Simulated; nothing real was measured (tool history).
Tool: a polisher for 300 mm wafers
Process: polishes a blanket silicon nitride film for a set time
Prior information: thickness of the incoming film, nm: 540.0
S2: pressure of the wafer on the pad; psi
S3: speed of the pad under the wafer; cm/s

Run 1, hour 0: flow of slurry (ml/min) 255, S2 3 psi, S3 122 cm/s, polishing time (s) 73. Result: film removed (angstrom) 1324.5.
Run 2, hour 7.2: flow of slurry (ml/min) 255, S2 3.7 psi, S3 122 cm/s, polishing time (s) 73. Result: film removed (angstrom) 1609.1.
Run 3, hour 9.3: flow of slurry (ml/min) 255, S2 3.7 psi, S3 122 cm/s, polishing time (s) 73. Result: film removed (angstrom) 1585.7.
Run 4, hour 10: flow of slurry (ml/min) 250, S2 3 psi, S3 110 cm/s, polishing time (s) 73. Result: film removed (angstrom) 1222.2.
Run 5, hour 15: flow of slurry (ml/min) 250, S2 2.5 psi, S3 102 cm/s, polishing time (s) 73. Result: film removed (angstrom) 955.7.
Run 6, hour 21.9: flow of slurry (ml/min) 250, S2 2.5 psi, S3 120 cm/s, polishing time (s) 73. Result: film removed (angstrom) 1111.

For run 7, what comes out?
Run 7, hour 27.5: flow of slurry (ml/min) 250, S2 2.5 psi, S3 120 cm/s, polishing time (s) 73. Result: film removed (angstrom) ?.

film removed (angstrom): 1133.3
